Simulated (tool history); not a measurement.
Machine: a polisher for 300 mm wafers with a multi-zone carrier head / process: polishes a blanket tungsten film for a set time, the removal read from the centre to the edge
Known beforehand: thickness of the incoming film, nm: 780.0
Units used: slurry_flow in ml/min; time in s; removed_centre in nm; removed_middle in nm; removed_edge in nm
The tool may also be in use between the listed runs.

run 1 hour=0 | slurry_flow=155 centre_zone=1 middle_zone=1 edge_zone=1 slurry_solids=1 time=58 | removed_centre=291.13 removed_middle=298.43 removed_edge=289.56
run 2 hour=1 | slurry_flow=155 centre_zone=1 middle_zone=1 edge_zone=1.07 slurry_solids=1 time=58 | removed_centre=293.07 removed_middle=296.02 removed_edge=299.61
run 3 hour=2.9 | slurry_flow=165 centre_zone=1.03 middle_zone=1 edge_zone=1.07 slurry_solids=1 time=58 | removed_centre=304.01 removed_middle=302.33 removed_edge=300.64
run 4 hour=5.1 | slurry_flow=125 centre_zone=1.03 middle_zone=1 edge_zone=1.07 slurry_solids=1 time=58 | removed_centre=292.08 removed_middle=291.93 removed_edge=287.65
run 5 hour=10.6 | slurry_flow=135 centre_zone=1.06 middle_zone=1 edge_zone=1.08 slurry_solids=1 time=58 | removed_centre=304.22 removed_middle=289.23 removed_edge=296.93
run 6 hour=11.2 | slurry_flow=135 centre_zone=1.06 middle_zone=1 edge_zone=1.08 slurry_solids=1.15 time=58 | removed_centre=313.1 removed_middle=305.94 removed_edge=303.46
run 7 hour=15 | slurry_flow=145 centre_zone=1.08 middle_zone=1 edge_zone=1.07 slurry_solids=1.15 time=58 | removed_centre=323.99 removed_middle=310.29 removed_edge=309.89
run 8 hour=18.9 | slurry_flow=150 centre_zone=1.1 middle_zone=1 edge_zone=1.06 slurry_solids=1.15 time=58 | removed_centre=336.25 removed_middle=309.14 removed_edge=313.4
run 9 hour=24.6 | slurry_flow=155 centre_zone=1.11 middle_zone=1.01 edge_zone=1.05 slurry_solids=1.15 time=58 | removed_centre=337.21 removed_middle=311.16 removed_edge=306.64
run 10 hour=31.9 | slurry_flow=160 centre_zone=1.12 middle_zone=1.01 edge_zone=1.05 slurry_solids=1.15 time=58 | removed_centre=342.24 removed_middle=316.23 removed_edge=317.87

Run 11, settings as shown, results not yet in. Your forecast:
run 11 hour=34.5 | slurry_flow=160 centre_zone=1.13 middle_zone=1.01 edge_zone=1.03 slurry_solids=1.15 time=58 | removed_centre=? removed_middle=? removed_edge=?

removed_centre: 343.46 nm
removed_middle: 315.45 nm
removed_edge: 303.49 nm

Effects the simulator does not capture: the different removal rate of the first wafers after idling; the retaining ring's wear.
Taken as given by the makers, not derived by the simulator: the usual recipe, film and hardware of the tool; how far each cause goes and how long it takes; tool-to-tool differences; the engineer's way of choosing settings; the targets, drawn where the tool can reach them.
